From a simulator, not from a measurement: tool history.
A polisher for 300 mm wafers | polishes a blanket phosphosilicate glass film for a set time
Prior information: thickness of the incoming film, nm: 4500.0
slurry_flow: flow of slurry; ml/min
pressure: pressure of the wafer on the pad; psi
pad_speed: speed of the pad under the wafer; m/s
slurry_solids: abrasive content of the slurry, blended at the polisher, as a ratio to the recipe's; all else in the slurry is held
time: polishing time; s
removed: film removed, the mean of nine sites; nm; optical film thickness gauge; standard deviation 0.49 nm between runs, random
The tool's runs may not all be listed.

run  hour  slurry_flow  pressure  pad_speed  slurry_solids  time  removed
  1   0.0          215       3.0       0.98            1.0    21  129.060
  2   3.1          215       3.0       0.98            1.2    21  138.280
  3   8.9          215       3.0       0.98            1.2    18  119.170
  4  13.9          175       3.0       0.98            1.2    18  115.370
  5  21.2          165       2.6       0.96            1.2    18   98.002
  6  27.3          160       2.3       0.96            1.2    18   87.321
  7  35.8          150       1.5       0.94            1.2    18   56.837
  8  44.3          160       1.5       0.94            1.2    18   57.173
  9  47.8          165       1.5       0.94            1.2    18   57.511

What does the tool deliver on the next run?
 10  50.7          170       1.5       0.94            1.2    18        ?

{"run 10": {"removed": 57.098}}
